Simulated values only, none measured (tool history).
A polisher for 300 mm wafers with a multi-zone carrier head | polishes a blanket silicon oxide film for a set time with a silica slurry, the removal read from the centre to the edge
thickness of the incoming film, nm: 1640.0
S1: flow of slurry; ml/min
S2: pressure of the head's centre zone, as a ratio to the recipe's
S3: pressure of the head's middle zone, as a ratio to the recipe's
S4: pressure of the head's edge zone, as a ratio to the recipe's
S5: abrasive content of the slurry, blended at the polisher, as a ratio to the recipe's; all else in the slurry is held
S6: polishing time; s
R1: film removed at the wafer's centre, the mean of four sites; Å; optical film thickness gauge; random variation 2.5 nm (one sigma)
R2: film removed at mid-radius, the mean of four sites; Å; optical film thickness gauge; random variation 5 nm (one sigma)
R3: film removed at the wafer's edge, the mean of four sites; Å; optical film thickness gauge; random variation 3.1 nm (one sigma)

Run 1, hour 0.0: S1 275 ml/min, S2 1.00, S3 1.00, S4 1.00, S5 1.00, S6 63 s. Result: R1 3015.2 Å, R2 3046.2 Å, R3 3026.5 Å.
Run 2, hour 1.3: S1 275 ml/min, S2 1.00, S3 0.97, S4 1.00, S5 1.00, S6 63 s. Result: R1 2949.4 Å, R2 3051.1 Å, R3 3028.1 Å.
Run 3, hour 7.3: S1 275 ml/min, S2 1.00, S3 0.97, S4 1.00, S5 1.10, S6 63 s. Result: R1 3061.6 Å, R2 3044.8 Å, R3 3108.9 Å.
Run 4, hour 10.8: S1 275 ml/min, S2 1.00, S3 0.97, S4 1.00, S5 1.10, S6 56 s. Result: R1 2697.8 Å, R2 2793.2 Å, R3 2738.4 Å.
Run 5, hour 19.8: S1 250 ml/min, S2 1.00, S3 0.97, S4 1.00, S5 1.10, S6 56 s. Result: R1 2664.8 Å, R2 2669.5 Å, R3 2714.4 Å.
Run 6, hour 25.2: S1 260 ml/min, S2 0.99, S3 0.98, S4 1.02, S5 1.15, S6 57 s. Result: R1 2770.3 Å, R2 2851.1 Å, R3 2861.2 Å.
Run 7, hour 33.3: S1 265 ml/min, S2 0.99, S3 0.99, S4 1.04, S5 1.20, S6 58 s. Result: R1 2833.5 Å, R2 2973.8 Å, R3 2941.8 Å.

The next listed run, before its measurement:
Run 8, hour 36.7: S1 245 ml/min, S2 0.96, S3 0.96, S4 1.14, S5 1.45, S6 67 s. Result: R1 ?, R2 ?, R3 ?.

{"run 8": {"R1": 3328.2, "R2": 3462.0, "R3": 3709.5}}
